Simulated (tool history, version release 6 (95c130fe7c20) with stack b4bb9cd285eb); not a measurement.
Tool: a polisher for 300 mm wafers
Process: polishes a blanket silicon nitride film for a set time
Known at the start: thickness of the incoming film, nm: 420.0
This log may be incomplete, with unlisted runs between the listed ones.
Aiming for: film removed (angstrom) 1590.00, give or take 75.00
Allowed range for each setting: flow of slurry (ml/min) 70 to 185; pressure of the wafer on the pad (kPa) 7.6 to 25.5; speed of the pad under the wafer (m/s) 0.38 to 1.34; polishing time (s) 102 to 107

run,hour,flow of slurry (ml/min),pressure of the wafer on the pad (kPa),speed of the pad under the wafer (m/s),polishing time (s),film removed (angstrom)
1,0.0,120,16.5,0.86,102,927.17
2,3.4,120,16.5,1.02,102,1015.20
3,7.3,125,18.6,1.04,102,1114.10
4,16.1,125,20.7,1.04,102,1278.80
5,24.6,125,17.2,1.04,102,1088.50
6,25.7,130,19.3,1.06,102,1238.40
7,32.6,140,20.0,1.06,102,1296.40
8,34.1,145,21.4,1.06,102,1376.00
9,38.0,145,22.1,1.06,102,1431.90
10,42.1,145,22.8,1.06,102,1470.60

Below are 5 possible settings for the next run. Only one of them brings all results inside the allowed miss of their targets. Which is it?
A,46.2,170,24.1,1.14,106,?
B,46.2,140,20.7,1.02,102,?
C,46.2,155,24.1,1.10,107,?
D,46.2,145,25.5,0.86,107,?
E,46.2,145,21.4,1.02,104,?

move,film removed (angstrom)
A,1765.30
B,1317.30
C,1713.20
D,1572.80
E,1399.30
A: the result that was furthest off in the last run now lies on the other side of its target
B: its largest miss is bigger than the last run's
C: the result that was furthest off in the last run now lies on the other side of its target
D: all results land within tolerance of their targets
E: its largest miss is bigger than the last run's
The right move is D.

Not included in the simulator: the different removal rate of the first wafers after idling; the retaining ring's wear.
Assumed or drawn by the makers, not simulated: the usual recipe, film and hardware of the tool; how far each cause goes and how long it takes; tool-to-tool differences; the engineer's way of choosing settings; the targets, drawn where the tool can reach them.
